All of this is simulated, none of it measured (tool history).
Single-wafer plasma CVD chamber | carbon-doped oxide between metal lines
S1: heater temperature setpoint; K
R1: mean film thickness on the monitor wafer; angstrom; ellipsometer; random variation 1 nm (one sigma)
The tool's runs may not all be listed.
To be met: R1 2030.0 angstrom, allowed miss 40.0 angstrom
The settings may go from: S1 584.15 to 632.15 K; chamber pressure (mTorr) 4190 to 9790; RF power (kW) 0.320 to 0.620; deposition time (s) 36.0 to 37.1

run 1 hour=0.0 | S1=608.15 chamber_pressure_(mTorr)=6990 RF_power_(kW)=0.470 deposition_time_(s)=36.0 | R1=1783.9
run 2 hour=5.4 | S1=607.15 chamber_pressure_(mTorr)=7050 RF_power_(kW)=0.475 deposition_time_(s)=36.0 | R1=1784.9
run 3 hour=13.7 | S1=607.15 chamber_pressure_(mTorr)=7050 RF_power_(kW)=0.515 deposition_time_(s)=36.0 | R1=1876.4
run 4 hour=15.2 | S1=607.15 chamber_pressure_(mTorr)=7050 RF_power_(kW)=0.515 deposition_time_(s)=37.1 | R1=1914.7
run 5 hour=17.9 | S1=606.15 chamber_pressure_(mTorr)=7090 RF_power_(kW)=0.520 deposition_time_(s)=37.1 | R1=1953.4
run 6 hour=26.6 | S1=605.15 chamber_pressure_(mTorr)=7120 RF_power_(kW)=0.520 deposition_time_(s)=37.1 | R1=1959.9
run 7 hour=34.8 | S1=604.15 chamber_pressure_(mTorr)=7140 RF_power_(kW)=0.520 deposition_time_(s)=37.1 | R1=1980.9
run 8 hour=42.1 | S1=604.15 chamber_pressure_(mTorr)=7150 RF_power_(kW)=0.520 deposition_time_(s)=37.1 | R1=1974.4
run 9 hour=47.9 | S1=604.15 chamber_pressure_(mTorr)=7170 RF_power_(kW)=0.520 deposition_time_(s)=37.1 | R1=1971.8

Which of these 5 next moves meets every target?
run A hour=53.7 | S1=606.15 chamber_pressure_(mTorr)=7100 RF_power_(kW)=0.525 deposition_time_(s)=37.1 | R1=?
run B hour=53.7 | S1=598.15 chamber_pressure_(mTorr)=5980 RF_power_(kW)=0.515 deposition_time_(s)=37.1 | R1=?
run C hour=53.7 | S1=606.15 chamber_pressure_(mTorr)=6940 RF_power_(kW)=0.510 deposition_time_(s)=37.1 | R1=?
run D hour=53.7 | S1=600.15 chamber_pressure_(mTorr)=6980 RF_power_(kW)=0.550 deposition_time_(s)=36.8 | R1=?
run E hour=53.7 | S1=609.15 chamber_pressure_(mTorr)=7240 RF_power_(kW)=0.555 deposition_time_(s)=36.5 | R1=?

move=A R1=1947.3
move=B R1=1939.6
move=C R1=1912.4
move=D R1=2018.2
move=E R1=1962.5
A: further off than the last run
B: further off than the last run
C: further off than the last run
D: meets every target
E: further off than the last run
The right move is D.

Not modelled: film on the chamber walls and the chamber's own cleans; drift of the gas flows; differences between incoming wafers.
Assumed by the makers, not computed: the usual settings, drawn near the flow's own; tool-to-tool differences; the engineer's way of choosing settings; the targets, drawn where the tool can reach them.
